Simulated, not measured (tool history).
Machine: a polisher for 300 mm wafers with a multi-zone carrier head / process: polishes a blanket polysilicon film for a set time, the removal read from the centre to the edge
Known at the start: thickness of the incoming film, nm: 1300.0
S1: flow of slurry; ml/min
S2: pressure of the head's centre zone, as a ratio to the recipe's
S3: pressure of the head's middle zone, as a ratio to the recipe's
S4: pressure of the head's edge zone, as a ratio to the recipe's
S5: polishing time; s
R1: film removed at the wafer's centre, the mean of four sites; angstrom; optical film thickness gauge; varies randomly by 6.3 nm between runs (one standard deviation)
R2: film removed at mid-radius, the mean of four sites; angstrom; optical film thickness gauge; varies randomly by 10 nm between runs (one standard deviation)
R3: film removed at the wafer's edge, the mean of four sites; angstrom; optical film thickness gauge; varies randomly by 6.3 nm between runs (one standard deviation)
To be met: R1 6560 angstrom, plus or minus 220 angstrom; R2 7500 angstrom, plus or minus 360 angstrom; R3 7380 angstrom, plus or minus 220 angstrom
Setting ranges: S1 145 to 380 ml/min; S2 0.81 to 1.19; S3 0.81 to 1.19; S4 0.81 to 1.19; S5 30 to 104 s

run 1 day=0 | S1=245 S2=1 S3=1 S4=1 S5=67 | R1=5239.2 R2=4930.7 R3=4976.9
run 2 day=0.321 | S1=245 S2=0.99 S3=1.01 S4=1.02 S5=69 | R1=5504.7 R2=5155.1 R3=5200.2
run 3 day=0.588 | S1=245 S2=0.99 S3=1.01 S4=1.02 S5=84 | R1=6720.7 R2=6347.5 R3=6393.4
run 4 day=0.754 | S1=245 S2=0.99 S3=1.01 S4=1.02 S5=100 | R1=7801.4 R2=7434.8 R3=7557.9
run 5 day=1.021 | S1=240 S2=0.97 S3=1.01 S4=1.02 S5=100 | R1=7651.4 R2=7434.6 R3=7436.5
run 6 day=1.188 | S1=240 S2=0.97 S3=1.04 S4=1.02 S5=100 | R1=7568.3 R2=7706 R3=7530.1
run 7 day=1.433 | S1=235 S2=0.96 S3=1.04 S4=1.02 S5=100 | R1=7516.6 R2=7548.6 R3=7491.9
run 8 day=1.488 | S1=230 S2=0.95 S3=1.05 S4=1.02 S5=100 | R1=7518.1 R2=7747 R3=7507.4
run 9 day=1.833 | S1=230 S2=0.94 S3=1.05 S4=1.02 S5=100 | R1=7399.8 R2=7561.2 R3=7629.1
-- day=1.892 centre zone pressure recalibrated
run 10 day=1.892 | S1=230 S2=0.93 S3=1.06 S4=1.01 S5=100 | R1=6826.4 R2=7852.3 R3=7471.6

Which single option among these 4 for the next run brings every result within its allowed miss of target? Just one does.
run A day=1.95 | S1=265 S2=1.04 S3=0.97 S4=1.05 S5=89 | R1=? R2=? R3=?
run B day=1.95 | S1=235 S2=1.02 S3=1.01 S4=1 S5=93 | R1=? R2=? R3=?
run C day=1.95 | S1=255 S2=0.93 S3=1.08 S4=1.09 S5=95 | R1=? R2=? R3=?
run D day=1.95 | S1=250 S2=0.98 S3=1.09 S4=1.02 S5=102 | R1=? R2=? R3=?

move=A R1=6878.9 R2=6605.5 R3=6836.7
move=B R1=6973.9 R2=7072.3 R3=6919.8
move=C R1=6542.8 R2=7702.5 R3=7406.6
move=D R1=7392.9 R2=8320.6 R3=7684.4
A: moves away from the targets compared with the last run
B: moves away from the targets compared with the last run
C: every result within its allowed miss
D: moves away from the targets compared with the last run
Correct choice: C, which meets every target
